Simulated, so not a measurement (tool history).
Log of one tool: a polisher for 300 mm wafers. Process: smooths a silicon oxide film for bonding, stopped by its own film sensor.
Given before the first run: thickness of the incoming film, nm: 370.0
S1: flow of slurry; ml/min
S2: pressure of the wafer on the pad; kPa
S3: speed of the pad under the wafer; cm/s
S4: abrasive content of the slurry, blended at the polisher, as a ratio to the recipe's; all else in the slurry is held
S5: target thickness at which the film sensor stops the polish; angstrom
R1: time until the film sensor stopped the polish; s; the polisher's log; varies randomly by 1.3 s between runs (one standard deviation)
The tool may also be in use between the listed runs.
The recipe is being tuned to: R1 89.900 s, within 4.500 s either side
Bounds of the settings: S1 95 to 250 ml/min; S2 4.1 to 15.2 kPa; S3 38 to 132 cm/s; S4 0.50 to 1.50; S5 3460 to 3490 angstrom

run  hour   S1   S2   S3    S4    S5       R1
  1   0.0  160  9.7   84  1.00  3460   69.479
  2   1.2  160  9.7   84  1.20  3460   64.570
  3   8.4  140  9.7   84  1.20  3460   65.334
  4  11.8  140  9.7  102  1.20  3460   57.087
  5  14.6  140  9.0  102  1.20  3460   58.749
     19.7  -- slurry blender recalibrated
  6  19.7  140  9.0  102  1.40  3460   52.094
  7  24.2  140  6.2   96  1.40  3460   76.765
  8  28.4  140  4.8   94  1.40  3460  100.460

Pick the move, out of 5, that brings all results within their allowed miss; only one does.
  A  32.6  150  4.1  100  1.40  3460   ?
  B  32.6  125  5.5   70  1.50  3470   ?
  C  32.6  175  4.1  116  1.50  3470   ?
  D  32.6  125  4.8   88  1.45  3470   ?
  E  32.6  155  4.8  114  1.30  3490   ?

move       R1
   A  108.290
   B  105.950
   C   88.344
   D  101.140
   E   75.240
A: further off than the last run
B: further off than the last run
C: every result within its allowed miss
D: further off than the last run
E: takes the biggest miss from the last run beyond its target
C is the move that brings every result within its allowed miss.

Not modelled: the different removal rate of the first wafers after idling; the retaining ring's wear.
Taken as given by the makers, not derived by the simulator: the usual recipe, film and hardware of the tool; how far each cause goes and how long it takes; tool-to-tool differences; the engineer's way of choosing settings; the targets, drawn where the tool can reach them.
